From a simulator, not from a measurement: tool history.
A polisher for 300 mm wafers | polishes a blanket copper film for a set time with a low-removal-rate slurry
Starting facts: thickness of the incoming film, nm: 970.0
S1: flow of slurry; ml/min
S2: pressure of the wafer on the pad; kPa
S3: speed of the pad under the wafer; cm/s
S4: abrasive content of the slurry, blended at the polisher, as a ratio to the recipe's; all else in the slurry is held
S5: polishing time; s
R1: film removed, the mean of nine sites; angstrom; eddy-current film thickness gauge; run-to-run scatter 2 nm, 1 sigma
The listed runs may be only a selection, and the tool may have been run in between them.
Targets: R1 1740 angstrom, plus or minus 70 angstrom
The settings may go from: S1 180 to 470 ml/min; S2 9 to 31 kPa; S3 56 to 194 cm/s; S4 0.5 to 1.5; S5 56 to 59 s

run 1 hour=0 | S1=300 S2=20 S3=124 S4=1 S5=56 | R1=2376.9
run 2 hour=8 | S1=350 S2=20 S3=124 S4=1 S5=56 | R1=2429.8
run 3 hour=14.6 | S1=350 S2=20 S3=124 S4=0.9 S5=56 | R1=2408.4
run 4 hour=15.3 | S1=350 S2=18.6 S3=124 S4=0.9 S5=56 | R1=2231.9
run 5 hour=16 | S1=350 S2=18.6 S3=124 S4=0.9 S5=59 | R1=2324.7
run 6 hour=21.9 | S1=350 S2=17.2 S3=124 S4=0.9 S5=59 | R1=2215.6
run 7 hour=27.8 | S1=350 S2=15.9 S3=124 S4=0.9 S5=59 | R1=2067.8
run 8 hour=32 | S1=350 S2=15.2 S3=124 S4=0.9 S5=59 | R1=1976.9
run 9 hour=38 | S1=350 S2=14.5 S3=124 S4=0.9 S5=59 | R1=1879.8

Of the 4 settings listed for the next run, only one would bring every result within its allowed miss of target. Which one?
run A hour=44 | S1=360 S2=11.7 S3=148 S4=1.05 S5=59 | R1=?
run B hour=44 | S1=300 S2=13.1 S3=124 S4=0.9 S5=59 | R1=?
run C hour=44 | S1=340 S2=9 S3=172 S4=0.9 S5=56 | R1=?
run D hour=44 | S1=380 S2=17.9 S3=118 S4=1.05 S5=56 | R1=?

move=A R1=1901.6
move=B R1=1719.2
move=C R1=1597.4
move=D R1=2158.5
A: misses by more than the last run did
B: in spec on every target
C: takes the biggest miss from the last run beyond its target
D: misses by more than the last run did
Answer: B
